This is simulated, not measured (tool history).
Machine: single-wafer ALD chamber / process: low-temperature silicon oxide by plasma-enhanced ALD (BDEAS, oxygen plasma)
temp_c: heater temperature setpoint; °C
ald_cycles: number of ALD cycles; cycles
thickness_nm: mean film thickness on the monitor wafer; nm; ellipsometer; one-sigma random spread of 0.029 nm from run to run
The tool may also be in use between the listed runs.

run 1 hour=0.0 | temp_c=95 ald_cycles=52 | thickness_nm=7.0308
run 2 hour=0.6 | temp_c=93 ald_cycles=53 | thickness_nm=7.2647
run 3 hour=9.2 | temp_c=93 ald_cycles=59 | thickness_nm=8.0499
run 4 hour=15.2 | temp_c=91 ald_cycles=59 | thickness_nm=8.0785
run 5 hour=23.7 | temp_c=89 ald_cycles=59 | thickness_nm=8.1701
run 6 hour=32.1 | temp_c=88 ald_cycles=59 | thickness_nm=8.2288

Run 7, settings as shown, results not yet in. Your forecast:
run 7 hour=39.2 | temp_c=87 ald_cycles=59 | thickness_nm=?

thickness_nm: 8.2942 nm

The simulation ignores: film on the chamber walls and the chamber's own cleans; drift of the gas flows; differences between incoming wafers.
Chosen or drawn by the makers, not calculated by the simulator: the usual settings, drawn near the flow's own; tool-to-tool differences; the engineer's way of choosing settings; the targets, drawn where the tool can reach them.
